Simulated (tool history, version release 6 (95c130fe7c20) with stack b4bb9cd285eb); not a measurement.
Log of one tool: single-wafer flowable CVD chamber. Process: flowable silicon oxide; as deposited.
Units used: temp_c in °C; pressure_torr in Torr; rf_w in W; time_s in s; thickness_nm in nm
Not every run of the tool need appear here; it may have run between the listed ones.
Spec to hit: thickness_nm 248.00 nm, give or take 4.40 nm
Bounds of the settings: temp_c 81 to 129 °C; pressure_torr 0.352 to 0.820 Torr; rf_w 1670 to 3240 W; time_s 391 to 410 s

Run 1, hour 0.0: temp_c 105 °C, pressure_torr 0.586 Torr, rf_w 2455 W, time_s 410 s. Result: thickness_nm 137.31 nm.
Run 2, hour 4.0: temp_c 100 °C, pressure_torr 0.586 Torr, rf_w 2455 W, time_s 410 s. Result: thickness_nm 165.68 nm.
Run 3, hour 8.8: temp_c 97 °C, pressure_torr 0.586 Torr, rf_w 2455 W, time_s 410 s. Result: thickness_nm 185.09 nm.
Run 4, hour 13.0: temp_c 97 °C, pressure_torr 0.586 Torr, rf_w 2765 W, time_s 410 s. Result: thickness_nm 187.62 nm.
Run 5, hour 19.1: temp_c 97 °C, pressure_torr 0.586 Torr, rf_w 2625 W, time_s 410 s. Result: thickness_nm 185.82 nm.
Run 6, hour 26.9: temp_c 95 °C, pressure_torr 0.586 Torr, rf_w 2625 W, time_s 410 s. Result: thickness_nm 201.70 nm.
Run 7, hour 35.6: temp_c 94 °C, pressure_torr 0.586 Torr, rf_w 2625 W, time_s 410 s. Result: thickness_nm 208.26 nm.
Run 8, hour 42.5: temp_c 93 °C, pressure_torr 0.586 Torr, rf_w 2625 W, time_s 410 s. Result: thickness_nm 213.85 nm.
Run 9, hour 43.4: temp_c 92 °C, pressure_torr 0.586 Torr, rf_w 2625 W, time_s 410 s. Result: thickness_nm 224.10 nm.
Run 10, hour 49.5: temp_c 91 °C, pressure_torr 0.586 Torr, rf_w 2625 W, time_s 410 s. Result: thickness_nm 232.52 nm.
Run 11, hour 53.3: temp_c 90 °C, pressure_torr 0.586 Torr, rf_w 2625 W, time_s 410 s. Result: thickness_nm 237.59 nm.

Pick the move, out of 5, that brings all results within their allowed miss; only one does.
Run A, hour 57.1: temp_c 90 °C, pressure_torr 0.608 Torr, rf_w 2485 W, time_s 410 s. Result: thickness_nm ?.
Run B, hour 57.1: temp_c 93 °C, pressure_torr 0.641 Torr, rf_w 2665 W, time_s 406 s. Result: thickness_nm ?.
Run C, hour 57.1: temp_c 90 °C, pressure_torr 0.589 Torr, rf_w 2745 W, time_s 391 s. Result: thickness_nm ?.
Run D, hour 57.1: temp_c 92 °C, pressure_torr 0.606 Torr, rf_w 2270 W, time_s 410 s. Result: thickness_nm ?.
Run E, hour 57.1: temp_c 93 °C, pressure_torr 0.628 Torr, rf_w 2540 W, time_s 410 s. Result: thickness_nm ?.

move  thickness_nm
   A        245.41
   B        232.93
   C        230.15
   D        224.66
   E        229.14
A: each result inside its tolerance
B: its largest miss is bigger than the last run's
C: its largest miss is bigger than the last run's
D: its largest miss is bigger than the last run's
E: its largest miss is bigger than the last run's
Answer: A

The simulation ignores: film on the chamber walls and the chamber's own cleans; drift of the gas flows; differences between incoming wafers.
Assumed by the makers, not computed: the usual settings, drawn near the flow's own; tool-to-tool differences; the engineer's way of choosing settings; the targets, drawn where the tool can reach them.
